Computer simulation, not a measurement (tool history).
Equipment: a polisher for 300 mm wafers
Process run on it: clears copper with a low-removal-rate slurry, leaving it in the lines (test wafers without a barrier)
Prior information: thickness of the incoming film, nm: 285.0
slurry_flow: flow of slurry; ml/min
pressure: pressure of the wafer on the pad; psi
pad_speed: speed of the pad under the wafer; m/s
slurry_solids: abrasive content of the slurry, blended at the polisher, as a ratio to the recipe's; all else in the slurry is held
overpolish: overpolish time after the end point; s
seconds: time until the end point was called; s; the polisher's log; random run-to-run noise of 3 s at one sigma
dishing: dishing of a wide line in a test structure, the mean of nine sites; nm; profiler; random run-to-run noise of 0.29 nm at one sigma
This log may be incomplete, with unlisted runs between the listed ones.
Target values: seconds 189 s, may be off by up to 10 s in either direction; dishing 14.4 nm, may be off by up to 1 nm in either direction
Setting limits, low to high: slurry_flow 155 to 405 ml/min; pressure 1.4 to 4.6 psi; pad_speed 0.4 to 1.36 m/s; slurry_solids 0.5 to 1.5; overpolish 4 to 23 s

run  hour  slurry_flow  pressure  pad_speed  slurry_solids  overpolish  seconds  dishing
  1     0          260         3       0.88              1          12   95.898   18.363
  2   8.2          260         3       0.88           1.15          12   90.015   18.845
  3  10.1          260       2.8       0.86           1.15          13   102.97   18.755
  4  15.1          260       2.6       0.86           1.15          13   108.91   17.608
  5  22.7          290       2.6       0.86           1.15          13      109   17.632
  6  31.1          260       2.6       0.86           1.15          13   109.79   17.303
  7  34.9          260       2.4       0.86           1.15          14    116.3   18.194
  8  36.9          260       2.3       0.84           1.15          14   125.12   17.169
  9  38.5          260       1.5       0.74           1.15          17   211.68   13.094

4 candidate next runs follow, results not yet known. Just one meets every target within its allowed miss. Identify it.
  A  40.1          250       1.4       0.74            1.2          17        ?        ?
  B  40.1          305       1.5       0.68           1.15          19        ?        ?
  C  40.1          230       1.7       0.74            1.1          18        ?        ?
  D  40.1          165       1.4       0.76           1.05          21        ?        ?

move  seconds  dishing
   A   215.83   12.286
   B   217.12   13.393
   C   184.53   14.637
   D   224.55   14.078
A: the biggest miss grows against the last run
B: the biggest miss grows against the last run
C: all results in spec
D: the biggest miss grows against the last run
C is the move that brings every result within its allowed miss.

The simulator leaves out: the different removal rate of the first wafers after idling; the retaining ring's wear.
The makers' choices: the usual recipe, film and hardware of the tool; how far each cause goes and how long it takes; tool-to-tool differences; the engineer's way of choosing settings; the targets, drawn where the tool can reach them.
